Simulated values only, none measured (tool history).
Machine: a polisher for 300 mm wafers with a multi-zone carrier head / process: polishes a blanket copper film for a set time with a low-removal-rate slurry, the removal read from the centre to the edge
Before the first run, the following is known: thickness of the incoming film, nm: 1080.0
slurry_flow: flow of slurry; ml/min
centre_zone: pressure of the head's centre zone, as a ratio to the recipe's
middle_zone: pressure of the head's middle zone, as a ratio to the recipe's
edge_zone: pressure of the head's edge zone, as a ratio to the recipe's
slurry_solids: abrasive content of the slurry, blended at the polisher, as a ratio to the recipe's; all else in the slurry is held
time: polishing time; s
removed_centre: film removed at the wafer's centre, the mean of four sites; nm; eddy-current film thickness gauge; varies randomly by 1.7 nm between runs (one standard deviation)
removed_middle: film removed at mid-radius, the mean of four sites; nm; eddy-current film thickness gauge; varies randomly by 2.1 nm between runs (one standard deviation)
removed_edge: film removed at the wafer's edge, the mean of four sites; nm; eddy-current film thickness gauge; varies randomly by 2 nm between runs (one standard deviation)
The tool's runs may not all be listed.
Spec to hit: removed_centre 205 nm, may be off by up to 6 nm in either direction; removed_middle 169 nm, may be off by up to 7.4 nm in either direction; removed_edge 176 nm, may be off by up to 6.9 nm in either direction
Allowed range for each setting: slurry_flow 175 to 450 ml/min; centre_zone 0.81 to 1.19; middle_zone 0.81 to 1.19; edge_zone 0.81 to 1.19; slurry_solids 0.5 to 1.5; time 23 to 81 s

run 1 day=0 | slurry_flow=290 centre_zone=1 middle_zone=1 edge_zone=1 slurry_solids=1 time=52 | removed_centre=191.07 removed_middle=195.31 removed_edge=196.41
run 2 day=0.054 | slurry_flow=290 centre_zone=1.02 middle_zone=0.98 edge_zone=0.98 slurry_solids=0.95 time=52 | removed_centre=192.9 removed_middle=188.8 removed_edge=186.01
run 3 day=0.354 | slurry_flow=290 centre_zone=1.02 middle_zone=1.07 edge_zone=0.98 slurry_solids=0.95 time=52 | removed_centre=192.85 removed_middle=205 removed_edge=191.09
run 4 day=0.417 | slurry_flow=285 centre_zone=1.04 middle_zone=1.04 edge_zone=0.98 slurry_solids=0.95 time=52 | removed_centre=193.04 removed_middle=198.64 removed_edge=186.91
run 5 day=0.508 | slurry_flow=285 centre_zone=1.04 middle_zone=0.96 edge_zone=0.98 slurry_solids=0.95 time=52 | removed_centre=195.45 removed_middle=185.8 removed_edge=189.93
run 6 day=0.867 | slurry_flow=285 centre_zone=1.04 middle_zone=0.96 edge_zone=0.91 slurry_solids=0.95 time=52 | removed_centre=196.08 removed_middle=186.53 removed_edge=180.08
run 7 day=1.2 | slurry_flow=285 centre_zone=1.05 middle_zone=0.94 edge_zone=0.91 slurry_solids=0.95 time=52 | removed_centre=199.55 removed_middle=180.12 removed_edge=180.89
-- day=1.442 worn pad replaced by a new one
run 8 day=1.442 | slurry_flow=285 centre_zone=1.06 middle_zone=0.93 edge_zone=0.91 slurry_solids=0.95 time=52 | removed_centre=209.85 removed_middle=188.24 removed_edge=191.25
run 9 day=1.646 | slurry_flow=280 centre_zone=1.06 middle_zone=0.91 edge_zone=0.89 slurry_solids=0.95 time=52 | removed_centre=206.96 removed_middle=187.51 removed_edge=185.9
run 10 day=1.925 | slurry_flow=265 centre_zone=1.11 middle_zone=0.81 edge_zone=0.89 slurry_solids=0.8 time=52 | removed_centre=205.15 removed_middle=160.92 removed_edge=178.9

Exercise: of the 5 proposed moves below, exactly one satisfies all targets within the stated allowed misses. Which move is it?
run A day=2.204 | slurry_flow=310 centre_zone=1.07 middle_zone=0.81 edge_zone=0.84 slurry_solids=0.85 time=50 | removed_centre=? removed_middle=? removed_edge=?
run B day=2.204 | slurry_flow=250 centre_zone=1.17 middle_zone=0.81 edge_zone=0.98 slurry_solids=0.85 time=49 | removed_centre=? removed_middle=? removed_edge=?
run C day=2.204 | slurry_flow=270 centre_zone=1.18 middle_zone=0.95 edge_zone=0.81 slurry_solids=0.75 time=49 | removed_centre=? removed_middle=? removed_edge=?
run D day=2.204 | slurry_flow=220 centre_zone=1.1 middle_zone=0.88 edge_zone=0.88 slurry_solids=0.95 time=50 | removed_centre=? removed_middle=? removed_edge=?
run E day=2.204 | slurry_flow=260 centre_zone=1.14 middle_zone=1 edge_zone=0.81 slurry_solids=0.8 time=50 | removed_centre=? removed_middle=? removed_edge=?

move=A removed_centre=199.09 removed_middle=155.83 removed_edge=172.39
move=B removed_centre=209.08 removed_middle=150.38 removed_edge=179.38
move=C removed_centre=204.59 removed_middle=166.28 removed_edge=158.84
move=D removed_centre=205.65 removed_middle=168.11 removed_edge=178.32
move=E removed_centre=205.36 removed_middle=180.13 removed_edge=164.77
A: further off than the last run
B: further off than the last run
C: corrects the largest miss of the last run, while another result sits out of spec
D: all results land within tolerance of their targets
E: takes the biggest miss from the last run beyond its target
The move that meets every target is D.
